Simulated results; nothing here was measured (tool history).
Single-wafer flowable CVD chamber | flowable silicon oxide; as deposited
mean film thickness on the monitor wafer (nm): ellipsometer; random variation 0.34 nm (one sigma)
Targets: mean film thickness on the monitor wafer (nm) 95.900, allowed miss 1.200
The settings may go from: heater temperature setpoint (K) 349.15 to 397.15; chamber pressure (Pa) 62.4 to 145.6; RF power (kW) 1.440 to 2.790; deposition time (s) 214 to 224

run  hour  heater temperature setpoint (K)  chamber pressure (Pa)  RF power (kW)  deposition time (s)  mean film thickness on the monitor wafer (nm)
  1   0.0                           373.15                  104.0          2.115                  224                                        126.710
  2   7.5                           375.15                  104.0          2.115                  224                                        118.710
  3   8.4                           376.15                  104.0          2.115                  224                                        114.880
  4  14.3                           377.15                  104.0          2.115                  224                                        111.910
  5  19.7                           377.15                  104.0          1.880                  224                                        110.470
  6  20.7                           378.15                  104.0          1.880                  224                                        107.250
  7  26.9                           379.15                  104.0          1.880                  224                                        103.580
  8  27.5                           380.15                  104.0          1.880                  224                                        101.690
  9  36.1                           381.15                  104.0          1.880                  224                                         97.996

Which of these 4 next moves meets every target?
  A  44.7                           379.15                   98.8          1.835                  224                                              ?
  B  44.7                           382.15                  107.7          2.320                  224                                              ?
  C  44.7                           380.15                  105.9          1.830                  219                                              ?
  D  44.7                           372.15                   83.2          1.565                  214                                              ?

move  mean film thickness on the monitor wafer (nm)
   A                                         99.312
   B                                        101.640
   C                                        100.790
   D                                         96.930
A: further off than the last run
B: further off than the last run
C: further off than the last run
D: meets every target
The right move is D.
